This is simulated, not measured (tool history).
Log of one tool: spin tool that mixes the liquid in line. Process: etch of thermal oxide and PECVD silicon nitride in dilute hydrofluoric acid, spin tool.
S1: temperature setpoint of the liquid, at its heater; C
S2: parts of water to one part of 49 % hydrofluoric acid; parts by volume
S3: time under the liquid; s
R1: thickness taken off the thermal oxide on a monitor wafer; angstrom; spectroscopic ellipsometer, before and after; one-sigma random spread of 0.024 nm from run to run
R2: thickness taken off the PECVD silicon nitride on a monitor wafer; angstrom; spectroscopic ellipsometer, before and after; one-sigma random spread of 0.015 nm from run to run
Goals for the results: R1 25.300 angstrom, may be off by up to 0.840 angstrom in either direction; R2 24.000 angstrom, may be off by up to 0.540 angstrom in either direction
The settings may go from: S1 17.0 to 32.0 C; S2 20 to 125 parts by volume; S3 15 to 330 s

Run 1, hour 0.0: S1 24.0 C, S2 70 parts by volume, S3 170 s. Result: R1 111.540 angstrom, R2 99.172 angstrom.
Run 2, hour 9.0: S1 24.0 C, S2 70 parts by volume, S3 230 s. Result: R1 153.110 angstrom, R2 134.880 angstrom.
Run 3, hour 11.0: S1 24.0 C, S2 45 parts by volume, S3 230 s. Result: R1 245.030 angstrom, R2 208.020 angstrom.
Run 4, hour 13.8: S1 24.0 C, S2 45 parts by volume, S3 290 s. Result: R1 315.960 angstrom, R2 260.170 angstrom.
Run 5, hour 21.2: S1 24.0 C, S2 60 parts by volume, S3 290 s. Result: R1 226.350 angstrom, R2 196.490 angstrom.
Run 6, hour 27.4: S1 23.5 C, S2 70 parts by volume, S3 265 s. Result: R1 172.660 angstrom, R2 151.380 angstrom.
Run 7, hour 29.3: S1 23.0 C, S2 75 parts by volume, S3 240 s. Result: R1 141.290 angstrom, R2 122.700 angstrom.
Run 8, hour 30.1: S1 23.0 C, S2 80 parts by volume, S3 215 s. Result: R1 118.820 angstrom, R2 102.550 angstrom.
Run 9, hour 38.4: S1 24.5 C, S2 110 parts by volume, S3 135 s. Result: R1 55.115 angstrom, R2 51.680 angstrom.
Run 10, hour 45.3: S1 24.5 C, S2 110 parts by volume, S3 125 s. Result: R1 50.600 angstrom, R2 48.016 angstrom.
Run 11, hour 51.9: S1 24.0 C, S2 110 parts by volume, S3 115 s. Result: R1 45.681 angstrom, R2 42.939 angstrom.
Run 12, hour 53.4: S1 21.5 C, S2 125 parts by volume, S3 75 s. Result: R1 23.433 angstrom, R2 20.982 angstrom.
Run 13, hour 61.0: S1 22.5 C, S2 125 parts by volume, S3 70 s. Result: R1 23.042 angstrom, R2 21.184 angstrom.
Run 14, hour 62.5: S1 23.0 C, S2 125 parts by volume, S3 70 s. Result: R1 22.841 angstrom, R2 21.332 angstrom.
Run 15, hour 68.4: S1 23.5 C, S2 125 parts by volume, S3 70 s. Result: R1 23.953 angstrom, R2 22.123 angstrom.
Run 16, hour 70.0: S1 25.0 C, S2 125 parts by volume, S3 70 s. Result: R1 25.070 angstrom, R2 24.719 angstrom.

5 candidate next runs follow, results not yet known. Just one meets every target within its allowed miss. Identify it.
Run A, hour 71.6: S1 24.5 C, S2 115 parts by volume, S3 65 s. Result: R1 ?, R2 ?.
Run B, hour 71.6: S1 27.0 C, S2 125 parts by volume, S3 65 s. Result: R1 ?, R2 ?.
Run C, hour 71.6: S1 27.5 C, S2 125 parts by volume, S3 60 s. Result: R1 ?, R2 ?.
Run D, hour 71.6: S1 26.5 C, S2 125 parts by volume, S3 65 s. Result: R1 ?, R2 ?.
Run E, hour 71.6: S1 28.5 C, S2 125 parts by volume, S3 60 s. Result: R1 ?, R2 ?.

move      R1      R2
   A  25.488  23.742
   B  25.493  25.669
   C  23.980  24.458
   D  25.014  24.864
   E  24.894  26.049
A: in spec on every target
B: lands further from the targets than the last run did
C: brings the last run's worst result on target, with another outside its allowed miss
D: lands further from the targets than the last run did
E: lands further from the targets than the last run did
A meets every target.
